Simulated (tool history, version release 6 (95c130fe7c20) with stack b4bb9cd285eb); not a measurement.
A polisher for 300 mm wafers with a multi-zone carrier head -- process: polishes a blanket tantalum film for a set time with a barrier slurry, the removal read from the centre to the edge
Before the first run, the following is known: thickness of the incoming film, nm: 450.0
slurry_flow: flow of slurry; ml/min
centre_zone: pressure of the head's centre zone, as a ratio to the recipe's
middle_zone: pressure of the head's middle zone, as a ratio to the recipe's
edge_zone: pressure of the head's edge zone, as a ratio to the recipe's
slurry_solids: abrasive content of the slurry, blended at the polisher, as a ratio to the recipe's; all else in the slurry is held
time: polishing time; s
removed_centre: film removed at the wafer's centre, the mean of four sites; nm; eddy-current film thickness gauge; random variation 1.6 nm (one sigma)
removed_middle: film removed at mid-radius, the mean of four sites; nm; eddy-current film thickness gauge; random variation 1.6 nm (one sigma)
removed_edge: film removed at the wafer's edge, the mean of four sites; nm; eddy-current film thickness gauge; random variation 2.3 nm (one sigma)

run,hour,slurry_flow,centre_zone,middle_zone,edge_zone,slurry_solids,time,removed_centre,removed_middle,removed_edge
1,0,285,1,1,1,1,65,135.29,133.8,139.81
2,5,290,1.02,1.01,1.02,1.05,66,144.58,140.81,144.47
3,12.5,290,1.02,1.01,1.1,1.05,66,144.71,138.81,149.17
4,16.3,290,1.03,1.02,1.11,1.1,67,148.6,145.84,155.11
5,19.4,290,1.1,1.02,1.11,1.1,67,157.88,145.86,152.74
6,22.2,295,1.11,1.02,1.12,1.15,68,166.68,152.67,157.67

Run 7 comes next. What will it give?
7,30.6,295,1.11,1.02,1.13,1.2,68,?,?,?

Logged for run 7: removed_centre 168.77 nm, removed_middle 152.09 nm, removed_edge 163.41 nm.
